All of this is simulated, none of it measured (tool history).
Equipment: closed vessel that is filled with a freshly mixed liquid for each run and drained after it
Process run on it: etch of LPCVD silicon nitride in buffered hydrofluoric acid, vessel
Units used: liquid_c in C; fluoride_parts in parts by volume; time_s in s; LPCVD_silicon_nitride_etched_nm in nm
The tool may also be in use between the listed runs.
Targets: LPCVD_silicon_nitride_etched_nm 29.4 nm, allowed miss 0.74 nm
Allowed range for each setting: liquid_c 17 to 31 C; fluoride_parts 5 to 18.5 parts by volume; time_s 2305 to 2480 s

run  hour  liquid_c  fluoride_parts  time_s  LPCVD_silicon_nitride_etched_nm
  1     0        23            11.5    2305                           25.329
  2   7.8        23              13    2305                           22.471
  3  11.3        20              13    2305                           19.022
  4  19.6        22              13    2305                           21.366
  5    23      23.5              13    2305                           23.217
  6  30.6      23.5              12    2305                           24.977
  7  34.8        24              12    2305                           25.282
  8  40.5        25              12    2305                           26.822
  9  47.9      25.5              12    2305                           27.789
 10    56        26              12    2305                           28.787

Next run, 5 choices. One meets every target within its allowed miss, the rest don't. Which?
  A  64.1      27.5            13.5    2445                                ?
  B  64.1      23.5            11.5    2455                                ?
  C  64.1        25              12    2400                                ?
  D  64.1      24.5            11.5    2305                                ?
  E  64.1        27              14    2455                                ?

move  LPCVD_silicon_nitride_etched_nm
   A                           29.401
   B                           27.819
   C                            28.31
   D                           27.584
   E                           27.736
A: all results in spec
B: the biggest miss grows against the last run
C: the biggest miss grows against the last run
D: the biggest miss grows against the last run
E: the biggest miss grows against the last run
Answer: A
